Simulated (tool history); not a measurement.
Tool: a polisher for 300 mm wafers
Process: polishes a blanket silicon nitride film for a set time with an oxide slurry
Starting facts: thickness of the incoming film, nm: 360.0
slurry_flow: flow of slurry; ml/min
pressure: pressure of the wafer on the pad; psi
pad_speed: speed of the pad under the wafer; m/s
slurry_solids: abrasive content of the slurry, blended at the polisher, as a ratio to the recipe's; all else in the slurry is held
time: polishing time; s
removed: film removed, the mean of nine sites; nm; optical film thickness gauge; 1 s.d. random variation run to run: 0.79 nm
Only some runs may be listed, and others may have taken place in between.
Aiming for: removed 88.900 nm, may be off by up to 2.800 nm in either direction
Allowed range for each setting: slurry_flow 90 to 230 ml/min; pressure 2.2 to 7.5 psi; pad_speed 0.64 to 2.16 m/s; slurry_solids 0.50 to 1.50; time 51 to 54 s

run	day	slurry_flow	pressure	pad_speed	slurry_solids	time	removed
1	0.000	150	4.8	1.40	1.00	51	61.141
2	0.125	155	5.2	1.40	1.00	51	65.005
3	0.204	155	5.6	1.40	1.00	51	70.488
4	0.346	155	5.9	1.40	1.00	51	73.610
5	0.500	155	6.1	1.40	1.00	51	75.841
6	0.754	155	6.1	1.40	0.85	51	72.691
7	1.121	160	6.3	1.40	0.85	51	75.406
8	1.229	165	6.5	1.40	0.85	51	75.935
9	1.525	165	6.7	1.40	0.85	51	79.728
10	1.738	165	6.8	1.40	0.85	51	79.842
11	1.912	165	6.9	1.40	0.85	51	82.337
12	2.267	165	7.0	1.40	0.85	51	82.032
13	2.604	165	7.1	1.40	0.85	51	83.859
14	2.633	165	7.2	1.40	0.85	51	85.142

Of the 4 settings listed for the next run, only one would bring every result within its allowed miss of target. Which one?
A	2.662	180	6.4	1.64	0.60	53	?
B	2.662	165	6.9	1.50	0.85	53	?
C	2.662	190	7.3	1.26	0.85	51	?
D	2.662	190	6.1	1.60	0.85	51	?

move	removed
A	80.432
B	89.578
C	80.616
D	81.871
A: further off than the last run
B: hits every target within its allowed miss
C: further off than the last run
D: further off than the last run
Correct choice: B, which meets every target

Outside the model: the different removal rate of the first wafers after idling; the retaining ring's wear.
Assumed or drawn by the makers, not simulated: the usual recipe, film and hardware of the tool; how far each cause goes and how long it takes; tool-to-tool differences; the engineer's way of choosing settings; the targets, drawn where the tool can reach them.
